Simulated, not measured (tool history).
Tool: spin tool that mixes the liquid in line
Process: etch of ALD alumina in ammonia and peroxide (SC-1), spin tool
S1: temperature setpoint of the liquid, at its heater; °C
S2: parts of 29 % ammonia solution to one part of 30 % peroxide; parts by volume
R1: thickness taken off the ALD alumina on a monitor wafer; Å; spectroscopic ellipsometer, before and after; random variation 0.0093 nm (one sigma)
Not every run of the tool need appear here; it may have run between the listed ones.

{"run": 1, "day": 0.0, "S1": 46, "S2": 0.45, "time under the liquid (s)": 55, "R1": 13.062}
{"run": 2, "day": 0.192, "S1": 46, "S2": 0.45, "time under the liquid (s)": 35, "R1": 8.2388}
{"run": 3, "day": 0.304, "S1": 46.5, "S2": 0.45, "time under the liquid (s)": 35, "R1": 8.3937}
{"run": 4, "day": 0.429, "S1": 47.5, "S2": 0.45, "time under the liquid (s)": 35, "R1": 9.1577}
{"run": 5, "day": 0.475, "S1": 48, "S2": 0.45, "time under the liquid (s)": 35, "R1": 9.2969}
{"run": 6, "day": 0.738, "S1": 48, "S2": 0.45, "time under the liquid (s)": 55, "R1": 14.468}
{"run": 7, "day": 0.954, "S1": 48, "S2": 0.45, "time under the liquid (s)": 55, "R1": 14.6}
{"run": 8, "day": 1.262, "S1": 48, "S2": 0.45, "time under the liquid (s)": 55, "R1": 14.751}
{"run": 9, "day": 1.542, "S1": 47, "S2": 0.45, "time under the liquid (s)": 55, "R1": 13.725}
{"run": 10, "day": 1.754, "S1": 47, "S2": 0.45, "time under the liquid (s)": 55, "R1": 13.793}
{"day": 1.925, "done": "heated supply line repaired"}
{"run": 11, "day": 1.925, "S1": 46, "S2": 0.45, "time under the liquid (s)": 55, "R1": 15.46}
{"run": 12, "day": 2.267, "S1": 49, "S2": 0.45, "time under the liquid (s)": 55, "R1": 18.721}

Estimate the outcome of run 13 from the log above:
{"run": 13, "day": 2.338, "S1": 48, "S2": 0.45, "time under the liquid (s)": 55, "R1": "?"}

{"run 13": {"R1": 17.264}}

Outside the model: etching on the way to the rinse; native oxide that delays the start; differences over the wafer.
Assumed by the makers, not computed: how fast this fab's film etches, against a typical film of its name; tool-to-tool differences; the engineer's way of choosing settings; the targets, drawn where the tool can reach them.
